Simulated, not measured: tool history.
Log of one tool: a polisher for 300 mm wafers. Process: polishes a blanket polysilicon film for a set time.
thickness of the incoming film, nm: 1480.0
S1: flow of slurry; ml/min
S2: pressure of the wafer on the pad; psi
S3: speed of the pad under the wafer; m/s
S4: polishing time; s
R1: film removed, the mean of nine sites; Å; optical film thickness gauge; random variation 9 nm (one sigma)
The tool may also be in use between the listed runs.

{"run": 1, "day": 0.0, "S1": 185, "S2": 3.1, "S3": 0.82, "S4": 92, "R1": 7855.1}
{"run": 2, "day": 0.258, "S1": 195, "S2": 3.4, "S3": 0.82, "S4": 92, "R1": 8562.6}
{"run": 3, "day": 0.596, "S1": 195, "S2": 3.4, "S3": 0.82, "S4": 92, "R1": 8538}
{"run": 4, "day": 0.862, "S1": 195, "S2": 3.4, "S3": 0.82, "S4": 97, "R1": 9052.7}
{"run": 5, "day": 1.112, "S1": 195, "S2": 3.4, "S3": 0.98, "S4": 97, "R1": 10681}
{"run": 6, "day": 1.233, "S1": 195, "S2": 3.4, "S3": 0.98, "S4": 92, "R1": 10007}
{"run": 7, "day": 1.383, "S1": 195, "S2": 3.5, "S3": 0.98, "S4": 92, "R1": 10379}
{"run": 8, "day": 1.6, "S1": 195, "S2": 3.6, "S3": 0.98, "S4": 92, "R1": 10854}
{"run": 9, "day": 1.708, "S1": 195, "S2": 3.7, "S3": 0.98, "S4": 92, "R1": 10952}

Forecast run 10:
{"run": 10, "day": 1.758, "S1": 195, "S2": 3.8, "S3": 0.98, "S4": 92, "R1": "?"}

R1: 11204 Å
